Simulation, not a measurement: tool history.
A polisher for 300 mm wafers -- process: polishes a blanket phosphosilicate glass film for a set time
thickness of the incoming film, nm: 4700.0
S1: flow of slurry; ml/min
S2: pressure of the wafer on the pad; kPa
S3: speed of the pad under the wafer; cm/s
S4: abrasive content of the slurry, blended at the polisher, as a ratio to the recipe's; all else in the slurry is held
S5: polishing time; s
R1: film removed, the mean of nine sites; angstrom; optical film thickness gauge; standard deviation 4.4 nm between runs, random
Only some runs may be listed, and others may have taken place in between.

{"run": 1, "hour": 0.0, "S1": 265, "S2": 22.8, "S3": 104, "S4": 1, "S5": 70, "R1": 5940}
{"run": 2, "hour": 2.2, "S1": 265, "S2": 22.8, "S3": 104, "S4": 1, "S5": 74, "R1": 6131.9}
{"run": 3, "hour": 8.2, "S1": 265, "S2": 22.8, "S3": 104, "S4": 1.15, "S5": 74, "R1": 6666.6}
{"run": 4, "hour": 9.6, "S1": 265, "S2": 20, "S3": 104, "S4": 1.15, "S5": 74, "R1": 6032.6}
{"run": 5, "hour": 10.9, "S1": 265, "S2": 17.2, "S3": 104, "S4": 1.15, "S5": 74, "R1": 5328.9}
{"run": 6, "hour": 12.3, "S1": 335, "S2": 17.2, "S3": 104, "S4": 1.15, "S5": 74, "R1": 5434.8}
{"run": 7, "hour": 18.1, "S1": 335, "S2": 15.2, "S3": 104, "S4": 1.15, "S5": 74, "R1": 4804.6}

Estimate the outcome of run 8 from the log above:
{"run": 8, "hour": 24.7, "S1": 335, "S2": 14.5, "S3": 104, "S4": 1.15, "S5": 74, "R1": "?"}

{"run 8": {"R1": 4675}}

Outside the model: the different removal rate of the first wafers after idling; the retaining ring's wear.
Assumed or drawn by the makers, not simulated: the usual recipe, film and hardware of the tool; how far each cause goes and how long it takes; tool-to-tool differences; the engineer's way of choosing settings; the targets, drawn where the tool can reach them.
